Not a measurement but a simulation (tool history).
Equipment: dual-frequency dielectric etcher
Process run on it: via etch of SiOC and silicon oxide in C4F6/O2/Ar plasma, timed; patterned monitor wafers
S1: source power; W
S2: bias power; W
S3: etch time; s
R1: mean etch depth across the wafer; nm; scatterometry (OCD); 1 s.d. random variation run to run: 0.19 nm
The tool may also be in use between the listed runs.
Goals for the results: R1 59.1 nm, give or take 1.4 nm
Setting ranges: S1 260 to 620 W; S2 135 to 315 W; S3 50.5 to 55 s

run 1 hour=0 | S1=440 S2=225 S3=55 | R1=67.842
run 2 hour=0.8 | S1=440 S2=225 S3=55 | R1=67.79
run 3 hour=7.5 | S1=440 S2=225 S3=50.5 | R1=61.741
run 4 hour=12.9 | S1=430 S2=224 S3=50.5 | R1=61.598
run 5 hour=15.2 | S1=430 S2=249 S3=50.5 | R1=63.832
run 6 hour=23.8 | S1=430 S2=249 S3=50.5 | R1=63.639
run 7 hour=31.1 | S1=420 S2=247 S3=50.5 | R1=62.952
run 8 hour=36.3 | S1=410 S2=246 S3=50.5 | R1=62.44
run 9 hour=38.4 | S1=400 S2=245 S3=50.5 | R1=61.511
run 10 hour=42 | S1=390 S2=244 S3=50.5 | R1=61.07

Consider the 5 candidate settings below. Which is the only one whose results all fall within their allowed miss of target?
run A hour=45.6 | S1=410 S2=226 S3=54 | R1=?
run B hour=45.6 | S1=390 S2=221 S3=55 | R1=?
run C hour=45.6 | S1=340 S2=239 S3=50.5 | R1=?
run D hour=45.6 | S1=390 S2=252 S3=50.5 | R1=?
run E hour=45.6 | S1=390 S2=226 S3=50.5 | R1=?

move=A R1=64.471
move=B R1=63.777
move=C R1=56.653
move=D R1=61.245
move=E R1=59.004
A: lands further from the targets than the last run did
B: lands further from the targets than the last run did
C: takes the biggest miss from the last run beyond its target
D: lands further from the targets than the last run did
E: all results land within tolerance of their targets
E is the move that brings every result within its allowed miss.
